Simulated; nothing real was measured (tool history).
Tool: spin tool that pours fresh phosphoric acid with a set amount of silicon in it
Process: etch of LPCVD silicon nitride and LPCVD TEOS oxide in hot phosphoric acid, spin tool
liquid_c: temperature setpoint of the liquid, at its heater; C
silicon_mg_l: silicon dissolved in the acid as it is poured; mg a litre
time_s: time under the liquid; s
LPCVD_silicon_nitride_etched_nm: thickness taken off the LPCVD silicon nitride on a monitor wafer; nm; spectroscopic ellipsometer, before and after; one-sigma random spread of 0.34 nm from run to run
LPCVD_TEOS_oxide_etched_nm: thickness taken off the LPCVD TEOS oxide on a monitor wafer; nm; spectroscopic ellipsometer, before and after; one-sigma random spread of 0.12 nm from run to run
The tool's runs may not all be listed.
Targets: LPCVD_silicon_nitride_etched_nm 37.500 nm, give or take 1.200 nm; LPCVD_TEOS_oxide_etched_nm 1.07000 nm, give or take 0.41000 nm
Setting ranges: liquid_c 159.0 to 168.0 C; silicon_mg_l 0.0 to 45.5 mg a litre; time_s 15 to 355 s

run    day  liquid_c  silicon_mg_l  time_s  LPCVD_silicon_nitride_etched_nm  LPCVD_TEOS_oxide_etched_nm
  1  0.000     164.0          20.0     180                           19.860                     0.40350
  2  0.279     162.5          20.0     180                           18.697                     0.37289
  3  0.321     163.0          19.0     190                           20.227                     0.34554
  4  0.567     163.0          24.5     190                           19.876                     0.34521
  5  0.904     163.5          21.5     200                           22.017                     0.41034
  6  1.183     164.0          19.5     205                           22.498                     0.36141
  7  1.488     161.5           6.5     295                           29.774                     0.73278
  8  1.708     162.0           6.0     295                           30.365                     0.78437
  9  2.000     162.5           6.0     295                           30.518                     0.61375
     2.142  -- dissolved silicon flow meter replaced
 10  2.142     162.0           7.5     300                           30.426                     0.75920
 11  2.492     162.0           6.5     305                           31.392                     0.72064
 12  2.629     164.5           2.0     320                           35.988                     1.05720
 13  2.683     164.5           2.5     320                           35.956                     1.09010
 14  2.738     164.5           3.0     320                           35.234                     1.07540
 15  3.008     164.5           3.5     320                           35.526                     1.25040
 16  3.112     164.5           3.5     320                           35.403                     1.08510
 17  3.296     164.5           4.5     320                           35.147                     1.12490
 18  3.333     164.5           5.0     325                           36.022                     0.93636

Pick the move, out of 5, that brings all results within their allowed miss; only one does.
  A  3.371     164.0           1.0     310                                ?                           ?
  B  3.371     165.5           8.5     355                                ?                           ?
  C  3.371     163.5           9.0     345                                ?                           ?
  D  3.371     162.5          38.0     355                                ?                           ?
  E  3.371     165.5          15.5     305                                ?                           ?

move  LPCVD_silicon_nitride_etched_nm  LPCVD_TEOS_oxide_etched_nm
   A                           33.904                     0.85319
   B                           40.787                     0.93800
   C                           37.114                     0.77992
   D                           36.945                     0.27568
   E                           35.042                     0.68457
A: moves away from the targets compared with the last run
B: the result that was furthest off in the last run now lies on the other side of its target
C: hits every target within its allowed miss
D: puts the biggest miss on target and leaves a different result outside tolerance
E: moves away from the targets compared with the last run
Move C is the one to make.
